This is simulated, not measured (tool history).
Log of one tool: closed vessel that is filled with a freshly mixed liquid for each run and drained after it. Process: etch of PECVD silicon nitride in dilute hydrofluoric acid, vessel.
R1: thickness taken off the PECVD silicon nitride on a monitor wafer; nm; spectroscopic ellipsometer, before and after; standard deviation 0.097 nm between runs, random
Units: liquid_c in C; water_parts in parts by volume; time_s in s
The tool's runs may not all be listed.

run 1 hour=0.0 | liquid_c=23.0 water_parts=155 time_s=485 | R1=6.5336
run 2 hour=2.6 | liquid_c=24.0 water_parts=155 time_s=485 | R1=7.1390
run 3 hour=7.7 | liquid_c=24.0 water_parts=155 time_s=520 | R1=7.5098
run 4 hour=9.9 | liquid_c=25.0 water_parts=155 time_s=520 | R1=8.0772
run 5 hour=15.6 | liquid_c=25.0 water_parts=155 time_s=485 | R1=7.5578
run 6 hour=19.7 | liquid_c=25.5 water_parts=155 time_s=485 | R1=7.6772
run 7 hour=25.1 | liquid_c=26.0 water_parts=155 time_s=485 | R1=7.9215
run 8 hour=28.2 | liquid_c=26.0 water_parts=155 time_s=485 | R1=7.8729
run 9 hour=29.8 | liquid_c=26.5 water_parts=155 time_s=485 | R1=8.2595

Run 10 comes next. What will it give?
run 10 hour=38.7 | liquid_c=27.0 water_parts=155 time_s=485 | R1=?

{"run 10": {"R1": 8.6932}}
